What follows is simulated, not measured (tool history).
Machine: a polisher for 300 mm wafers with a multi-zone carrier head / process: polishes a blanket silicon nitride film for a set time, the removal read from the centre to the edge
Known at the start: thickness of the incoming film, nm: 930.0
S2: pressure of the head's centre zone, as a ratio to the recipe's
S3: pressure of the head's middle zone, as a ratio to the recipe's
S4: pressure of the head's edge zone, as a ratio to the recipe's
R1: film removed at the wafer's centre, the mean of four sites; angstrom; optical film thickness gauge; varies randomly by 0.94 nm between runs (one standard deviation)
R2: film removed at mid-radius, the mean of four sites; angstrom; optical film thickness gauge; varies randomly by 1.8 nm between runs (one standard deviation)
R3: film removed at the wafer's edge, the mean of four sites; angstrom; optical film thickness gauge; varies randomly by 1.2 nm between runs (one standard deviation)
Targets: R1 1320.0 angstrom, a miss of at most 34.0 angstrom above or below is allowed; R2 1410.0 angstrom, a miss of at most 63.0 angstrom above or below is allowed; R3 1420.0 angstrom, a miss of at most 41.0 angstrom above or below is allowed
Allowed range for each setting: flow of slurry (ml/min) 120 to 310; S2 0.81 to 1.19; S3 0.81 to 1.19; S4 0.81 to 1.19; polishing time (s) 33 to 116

{"run": 1, "hour": 0.0, "flow of slurry (ml/min)": 200, "S2": 1.0, "S3": 1.0, "S4": 1.0, "polishing time (s)": 74, "R1": 1267.4, "R2": 1234.3, "R3": 1251.3}
{"run": 2, "hour": 1.8, "flow of slurry (ml/min)": 215, "S2": 0.99, "S3": 1.02, "S4": 1.03, "polishing time (s)": 74, "R1": 1249.8, "R2": 1270.3, "R3": 1287.7}
{"run": 3, "hour": 2.8, "flow of slurry (ml/min)": 180, "S2": 0.99, "S3": 1.02, "S4": 1.03, "polishing time (s)": 74, "R1": 1201.1, "R2": 1280.4, "R3": 1257.6}
{"run": 4, "hour": 10.4, "flow of slurry (ml/min)": 195, "S2": 0.99, "S3": 1.03, "S4": 1.05, "polishing time (s)": 75, "R1": 1270.3, "R2": 1300.6, "R3": 1294.3}
{"run": 5, "hour": 18.2, "flow of slurry (ml/min)": 200, "S2": 0.98, "S3": 1.04, "S4": 1.07, "polishing time (s)": 75, "R1": 1255.4, "R2": 1313.0, "R3": 1309.1}
{"run": 6, "hour": 22.3, "flow of slurry (ml/min)": 245, "S2": 0.98, "S3": 1.04, "S4": 1.07, "polishing time (s)": 75, "R1": 1294.3, "R2": 1346.8, "R3": 1335.2}
{"run": 7, "hour": 31.1, "flow of slurry (ml/min)": 245, "S2": 0.98, "S3": 1.04, "S4": 1.07, "polishing time (s)": 75, "R1": 1286.2, "R2": 1358.4, "R3": 1338.6}
{"run": 8, "hour": 35.6, "flow of slurry (ml/min)": 250, "S2": 0.98, "S3": 1.04, "S4": 1.09, "polishing time (s)": 75, "R1": 1295.1, "R2": 1347.1, "R3": 1365.0}
{"run": 9, "hour": 43.7, "flow of slurry (ml/min)": 255, "S2": 0.98, "S3": 1.05, "S4": 1.1, "polishing time (s)": 75, "R1": 1286.1, "R2": 1383.7, "R3": 1356.0}
{"run": 10, "hour": 49.9, "flow of slurry (ml/min)": 255, "S2": 0.98, "S3": 1.05, "S4": 1.1, "polishing time (s)": 75, "R1": 1286.7, "R2": 1347.0, "R3": 1369.0}
{"run": 11, "hour": 53.4, "flow of slurry (ml/min)": 260, "S2": 0.98, "S3": 1.06, "S4": 1.11, "polishing time (s)": 75, "R1": 1291.9, "R2": 1359.0, "R3": 1377.6}
{"run": 12, "hour": 60.7, "flow of slurry (ml/min)": 265, "S2": 0.98, "S3": 1.07, "S4": 1.11, "polishing time (s)": 75, "R1": 1296.9, "R2": 1384.8, "R3": 1368.4}

Consider the 5 candidate settings below. Which is the only one whose results all fall within their allowed miss of target?
{"run": "A", "hour": 68.0, "flow of slurry (ml/min)": 285, "S2": 1.04, "S3": 1.08, "S4": 1.08, "polishing time (s)": 70, "R1": "?", "R2": "?", "R3": "?"}
{"run": "B", "hour": 68.0, "flow of slurry (ml/min)": 270, "S2": 0.99, "S3": 1.08, "S4": 1.19, "polishing time (s)": 75, "R1": "?", "R2": "?", "R3": "?"}
{"run": "C", "hour": 68.0, "flow of slurry (ml/min)": 275, "S2": 0.97, "S3": 1.11, "S4": 1.05, "polishing time (s)": 74, "R1": "?", "R2": "?", "R3": "?"}
{"run": "D", "hour": 68.0, "flow of slurry (ml/min)": 240, "S2": 1.02, "S3": 1.14, "S4": 1.07, "polishing time (s)": 71, "R1": "?", "R2": "?", "R3": "?"}
{"run": "E", "hour": 68.0, "flow of slurry (ml/min)": 250, "S2": 1.02, "S3": 1.17, "S4": 1.03, "polishing time (s)": 74, "R1": "?", "R2": "?", "R3": "?"}

move=A R1=1293.0 R2=1359.6 R3=1276.7
move=B R1=1309.7 R2=1448.3 R3=1431.3
move=C R1=1269.1 R2=1466.3 R3=1326.4
move=D R1=1258.4 R2=1415.9 R3=1268.5
move=E R1=1319.3 R2=1517.0 R3=1301.9
A: further off than the last run
B: meets every target
C: further off than the last run
D: further off than the last run
E: further off than the last run
The right move is B.
